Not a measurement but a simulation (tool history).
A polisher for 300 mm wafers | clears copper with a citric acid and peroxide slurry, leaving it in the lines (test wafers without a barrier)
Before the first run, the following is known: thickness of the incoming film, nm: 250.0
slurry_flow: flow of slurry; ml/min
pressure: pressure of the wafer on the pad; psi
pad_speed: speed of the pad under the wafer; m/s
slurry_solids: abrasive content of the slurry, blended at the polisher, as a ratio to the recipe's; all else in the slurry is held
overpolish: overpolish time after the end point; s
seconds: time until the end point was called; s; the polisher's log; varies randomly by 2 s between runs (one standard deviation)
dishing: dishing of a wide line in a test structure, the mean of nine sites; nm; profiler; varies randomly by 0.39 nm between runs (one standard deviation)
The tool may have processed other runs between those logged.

run	hour	slurry_flow	pressure	pad_speed	slurry_solids	overpolish	seconds	dishing
1	0.0	270	3.0	1.24	1.0	17	99.112	27.542
2	5.5	270	2.6	1.24	1.0	17	113.490	24.568
3	13.0	270	2.6	1.24	1.0	22	113.150	29.911
4	15.0	270	2.5	1.24	1.0	22	117.830	30.066
5	22.5	230	2.5	1.24	1.0	22	117.510	29.025
6	23.8	230	2.5	1.24	1.0	19	121.760	25.718
7	24.4	230	2.4	1.24	1.0	19	126.080	23.808
8	26.4	225	2.3	1.24	1.0	19	128.600	24.738

The next listed run, before its measurement:
9	29.9	225	2.2	1.24	1.0	19	?	?

seconds: 134.970 s
dishing: 23.706 nm
